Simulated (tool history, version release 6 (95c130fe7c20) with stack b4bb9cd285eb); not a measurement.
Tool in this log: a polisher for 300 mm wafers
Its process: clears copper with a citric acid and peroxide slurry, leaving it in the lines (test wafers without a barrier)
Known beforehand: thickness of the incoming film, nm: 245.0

| run | hour | flow of slurry (ml/min) | pressure of the wafer on the pad (psi) | speed of the pad under the wafer (cm/s) | abrasive content of the slurry | overpolish time after the end point (s) | time until the end point was called (s) | dishing of a wide line in a test structure (angstrom) |
|---|---|---|---|---|---|---|---|---|
| 1 | 0.0 | 180 | 3.3 | 98 | 1.0 | 11 | 131.89 | 173.000 |
| 2 | 1.5 | 185 | 3.0 | 98 | 1.0 | 10 | 141.59 | 146.240 |
| 3 | 10.4 | 185 | 2.8 | 98 | 1.0 | 9 | 154.04 | 124.670 |
| 4 | 18.1 | 185 | 2.8 | 98 | 1.0 | 12 | 149.18 | 163.000 |
| 5 | 25.6 | 185 | 2.8 | 98 | 1.0 | 9 | 150.86 | 122.470 |
| 6 | 30.5 | 185 | 2.8 | 98 | 1.0 | 7 | 151.54 | 96.879 |
| 7 | 39.2 | 175 | 2.7 | 98 | 1.0 | 7 | 155.96 | 94.963 |

Run 8 has not been measured yet. What should we expect?
| 8 | 43.1 | 175 | 2.6 | 98 | 1.0 | 7 | ? | ? |

time until the end point was called (s): 161.58
dishing of a wide line in a test structure (angstrom): 90.314

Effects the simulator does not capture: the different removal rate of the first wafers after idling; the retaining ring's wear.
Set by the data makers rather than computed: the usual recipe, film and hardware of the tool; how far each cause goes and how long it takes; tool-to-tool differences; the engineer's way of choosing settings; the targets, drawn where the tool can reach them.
